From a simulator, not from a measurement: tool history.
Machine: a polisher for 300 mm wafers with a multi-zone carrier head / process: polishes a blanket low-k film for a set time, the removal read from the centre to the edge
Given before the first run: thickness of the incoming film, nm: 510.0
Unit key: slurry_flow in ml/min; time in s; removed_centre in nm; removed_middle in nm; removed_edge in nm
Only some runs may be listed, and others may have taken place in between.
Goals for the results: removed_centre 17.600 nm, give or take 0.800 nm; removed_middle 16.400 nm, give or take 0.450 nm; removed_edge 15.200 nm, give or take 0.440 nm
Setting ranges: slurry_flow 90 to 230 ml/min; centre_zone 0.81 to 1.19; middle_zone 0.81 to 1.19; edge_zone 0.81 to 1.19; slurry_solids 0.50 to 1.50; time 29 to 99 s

run 1 day=0.000 | slurry_flow=150 centre_zone=1.00 middle_zone=1.00 edge_zone=1.00 slurry_solids=1.00 time=64 | removed_centre=27.151 removed_middle=27.485 removed_edge=27.708
run 2 day=0.125 | slurry_flow=150 centre_zone=1.00 middle_zone=1.00 edge_zone=1.00 slurry_solids=1.00 time=76 | removed_centre=33.403 removed_middle=32.839 removed_edge=32.919
run 3 day=0.458 | slurry_flow=150 centre_zone=1.00 middle_zone=1.00 edge_zone=1.00 slurry_solids=1.00 time=86 | removed_centre=38.020 removed_middle=36.094 removed_edge=36.617
run 4 day=0.762 | slurry_flow=145 centre_zone=1.03 middle_zone=0.99 edge_zone=0.95 slurry_solids=0.85 time=74 | removed_centre=30.987 removed_middle=29.201 removed_edge=29.416
run 5 day=1.100 | slurry_flow=150 centre_zone=1.06 middle_zone=1.00 edge_zone=0.92 slurry_solids=0.75 time=63 | removed_centre=26.172 removed_middle=23.961 removed_edge=23.266
run 6 day=1.171 | slurry_flow=155 centre_zone=1.06 middle_zone=1.00 edge_zone=0.90 slurry_solids=0.70 time=58 | removed_centre=23.153 removed_middle=21.398 removed_edge=21.042
run 7 day=1.504 | slurry_flow=115 centre_zone=1.14 middle_zone=1.08 edge_zone=0.81 slurry_solids=0.50 time=46 | removed_centre=16.165 removed_middle=14.752 removed_edge=13.158
run 8 day=1.562 | slurry_flow=130 centre_zone=1.13 middle_zone=1.07 edge_zone=0.83 slurry_solids=0.50 time=46 | removed_centre=16.311 removed_middle=14.803 removed_edge=13.603
run 9 day=1.938 | slurry_flow=170 centre_zone=1.12 middle_zone=1.12 edge_zone=0.90 slurry_solids=0.55 time=46 | removed_centre=17.522 removed_middle=17.046 removed_edge=15.054

Which of these 4 next moves meets every target?
run A day=2.312 | slurry_flow=100 centre_zone=0.94 middle_zone=1.08 edge_zone=0.96 slurry_solids=0.85 time=43 | removed_centre=? removed_middle=? removed_edge=?
run B day=2.312 | slurry_flow=200 centre_zone=1.16 middle_zone=1.11 edge_zone=1.04 slurry_solids=0.50 time=46 | removed_centre=? removed_middle=? removed_edge=?
run C day=2.312 | slurry_flow=195 centre_zone=1.17 middle_zone=1.19 edge_zone=0.87 slurry_solids=0.65 time=42 | removed_centre=? removed_middle=? removed_edge=?
run D day=2.312 | slurry_flow=180 centre_zone=1.03 middle_zone=1.18 edge_zone=0.90 slurry_solids=0.50 time=47 | removed_centre=? removed_middle=? removed_edge=?

move=A removed_centre=15.259 removed_middle=17.402 removed_edge=16.319
move=B removed_centre=17.666 removed_middle=16.452 removed_edge=15.125
move=C removed_centre=18.364 removed_middle=18.003 removed_edge=14.576
move=D removed_centre=15.790 removed_middle=17.504 removed_edge=14.481
A: lands further from the targets than the last run did
B: every result within its allowed miss
C: lands further from the targets than the last run did
D: lands further from the targets than the last run did
B is the move that brings every result within its allowed miss.
